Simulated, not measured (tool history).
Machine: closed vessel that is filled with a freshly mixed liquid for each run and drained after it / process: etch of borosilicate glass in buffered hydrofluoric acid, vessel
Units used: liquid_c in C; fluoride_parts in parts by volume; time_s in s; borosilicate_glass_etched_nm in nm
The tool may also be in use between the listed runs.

{"run": 1, "hour": 0.0, "liquid_c": 24.0, "fluoride_parts": 12.0, "time_s": 100, "borosilicate_glass_etched_nm": 92.805}
{"run": 2, "hour": 4.3, "liquid_c": 24.0, "fluoride_parts": 13.5, "time_s": 100, "borosilicate_glass_etched_nm": 83.627}
{"run": 3, "hour": 5.5, "liquid_c": 25.5, "fluoride_parts": 13.5, "time_s": 100, "borosilicate_glass_etched_nm": 90.185}
{"run": 4, "hour": 8.8, "liquid_c": 24.0, "fluoride_parts": 13.5, "time_s": 100, "borosilicate_glass_etched_nm": 84.147}
{"run": 5, "hour": 17.9, "liquid_c": 25.5, "fluoride_parts": 13.5, "time_s": 100, "borosilicate_glass_etched_nm": 90.743}
{"run": 6, "hour": 24.2, "liquid_c": 26.5, "fluoride_parts": 13.5, "time_s": 100, "borosilicate_glass_etched_nm": 96.556}
{"run": 7, "hour": 27.5, "liquid_c": 26.5, "fluoride_parts": 13.5, "time_s": 100, "borosilicate_glass_etched_nm": 95.228}
{"run": 8, "hour": 33.2, "liquid_c": 27.5, "fluoride_parts": 13.5, "time_s": 100, "borosilicate_glass_etched_nm": 100.64}
{"run": 9, "hour": 38.5, "liquid_c": 28.0, "fluoride_parts": 13.5, "time_s": 100, "borosilicate_glass_etched_nm": 102.38}

Expected results for the next run?
{"run": 10, "hour": 42.3, "liquid_c": 28.5, "fluoride_parts": 13.5, "time_s": 100, "borosilicate_glass_etched_nm": "?"}

borosilicate_glass_etched_nm: 105.870 nm
